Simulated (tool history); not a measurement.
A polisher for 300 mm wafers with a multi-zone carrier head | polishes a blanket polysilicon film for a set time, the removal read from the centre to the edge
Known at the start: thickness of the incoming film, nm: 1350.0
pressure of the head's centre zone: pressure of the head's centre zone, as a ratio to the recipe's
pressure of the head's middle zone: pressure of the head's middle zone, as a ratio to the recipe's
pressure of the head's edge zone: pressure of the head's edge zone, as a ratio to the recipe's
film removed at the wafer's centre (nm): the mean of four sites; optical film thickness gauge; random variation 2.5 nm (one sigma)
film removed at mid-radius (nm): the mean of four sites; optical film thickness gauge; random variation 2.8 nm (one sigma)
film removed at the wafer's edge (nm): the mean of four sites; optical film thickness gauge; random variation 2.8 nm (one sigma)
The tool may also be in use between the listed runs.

| run | hour | flow of slurry (ml/min) | pressure of the head's centre zone | pressure of the head's middle zone | pressure of the head's edge zone | polishing time (s) | film removed at the wafer's centre (nm) | film removed at mid-radius (nm) | film removed at the wafer's edge (nm) |
|---|---|---|---|---|---|---|---|---|---|
| 1 | 0.0 | 130 | 1.00 | 1.00 | 1.00 | 42 | 444.85 | 452.16 | 437.93 |
| 2 | 4.0 | 125 | 1.02 | 1.00 | 0.98 | 39 | 426.41 | 419.92 | 404.98 |
| 3 | 6.5 | 150 | 1.02 | 1.00 | 0.98 | 39 | 434.13 | 430.37 | 409.09 |
| 4 | 15.2 | 140 | 1.03 | 1.00 | 0.96 | 36 | 402.57 | 390.07 | 381.64 |
| 5 | 24.0 | 130 | 1.04 | 1.01 | 0.94 | 34 | 380.37 | 375.38 | 350.42 |
| 6 | 26.7 | 130 | 1.12 | 1.01 | 0.94 | 34 | 413.59 | 367.32 | 342.73 |
| 7 | 28.2 | 125 | 1.12 | 1.01 | 0.93 | 32 | 379.19 | 342.13 | 329.39 |
| 8 | 32.3 | 125 | 1.12 | 1.01 | 0.93 | 32 | 376.16 | 349.19 | 321.98 |
| 9 | 38.0 | 125 | 1.13 | 1.00 | 0.91 | 30 | 356.06 | 320.19 | 298.16 |
| 10 | 42.9 | 125 | 1.13 | 1.00 | 0.90 | 29 | 343.25 | 312.55 | 291.04 |
| 11 | 44.1 | 120 | 1.19 | 1.00 | 0.81 | 19 | 240.24 | 201.54 | 182.36 |
| 12 | 50.6 | 125 | 1.19 | 1.00 | 0.82 | 19 | 236.97 | 205.33 | 181.10 |
| 13 | 53.1 | 130 | 1.19 | 1.00 | 0.83 | 19 | 238.76 | 199.00 | 183.56 |

The next listed run, before its measurement:
| 14 | 56.0 | 135 | 1.19 | 1.01 | 0.84 | 19 | ? | ? | ? |

film removed at the wafer's centre (nm): 238.92
film removed at mid-radius (nm): 208.64
film removed at the wafer's edge (nm): 179.77
